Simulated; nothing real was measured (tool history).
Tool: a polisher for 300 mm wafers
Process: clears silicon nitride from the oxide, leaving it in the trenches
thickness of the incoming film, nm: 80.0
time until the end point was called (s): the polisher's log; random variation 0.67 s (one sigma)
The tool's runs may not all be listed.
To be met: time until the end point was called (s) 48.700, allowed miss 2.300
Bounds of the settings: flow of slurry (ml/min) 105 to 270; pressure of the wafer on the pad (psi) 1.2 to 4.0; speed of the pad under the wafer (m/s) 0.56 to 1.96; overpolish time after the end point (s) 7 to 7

run,hour,flow of slurry (ml/min),pressure of the wafer on the pad (psi),speed of the pad under the wafer (m/s),overpolish time after the end point (s),time until the end point was called (s)
1,0.0,175,2.6,1.26,7,69.837
2,2.2,140,2.6,1.26,7,72.848
3,3.4,140,2.7,1.26,7,70.349
4,10.0,140,2.7,1.26,7,71.910
5,13.6,145,2.8,1.26,7,67.528
6,18.9,145,2.6,1.26,7,73.786
7,21.4,150,2.7,1.26,7,69.620
8,23.3,150,2.7,1.26,7,70.853
9,27.5,155,3.4,1.30,7,53.913

Which of these 4 next moves meets every target?
A,31.7,125,3.1,1.40,7,?
B,31.7,170,3.8,1.40,7,?
C,31.7,110,3.3,1.46,7,?
D,31.7,220,4.0,1.14,7,?

move,time until the end point was called (s)
A,57.363
B,44.129
C,53.591
D,49.287
A: further off than the last run
B: takes the result that was furthest off past its target
C: nearer than the last run, and not there yet
D: meets every target
The right move is D.
